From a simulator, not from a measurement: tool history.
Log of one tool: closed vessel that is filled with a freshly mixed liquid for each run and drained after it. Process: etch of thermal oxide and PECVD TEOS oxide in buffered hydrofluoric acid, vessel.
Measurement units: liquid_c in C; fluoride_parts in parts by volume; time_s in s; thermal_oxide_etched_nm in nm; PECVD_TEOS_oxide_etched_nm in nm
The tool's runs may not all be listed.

| run | hour | liquid_c | fluoride_parts | time_s | thermal_oxide_etched_nm | PECVD_TEOS_oxide_etched_nm |
|---|---|---|---|---|---|---|
| 1 | 0.0 | 24.0 | 12.5 | 60 | 58.569 | 83.311 |
| 2 | 1.9 | 25.5 | 12.5 | 60 | 63.285 | 90.670 |
| 3 | 3.3 | 25.5 | 9.0 | 60 | 84.374 | 118.970 |
| 4 | 4.7 | 25.5 | 9.0 | 75 | 104.700 | 147.040 |
| 5 | 5.4 | 23.5 | 9.0 | 75 | 94.165 | 132.490 |
| 6 | 13.4 | 23.5 | 9.0 | 65 | 81.808 | 114.320 |

Run 7 comes next. What will it give?
| 7 | 19.8 | 23.0 | 9.0 | 65 | ? | ? |

{"run 7": {"thermal_oxide_etched_nm": 80.295, "PECVD_TEOS_oxide_etched_nm": 110.57}}

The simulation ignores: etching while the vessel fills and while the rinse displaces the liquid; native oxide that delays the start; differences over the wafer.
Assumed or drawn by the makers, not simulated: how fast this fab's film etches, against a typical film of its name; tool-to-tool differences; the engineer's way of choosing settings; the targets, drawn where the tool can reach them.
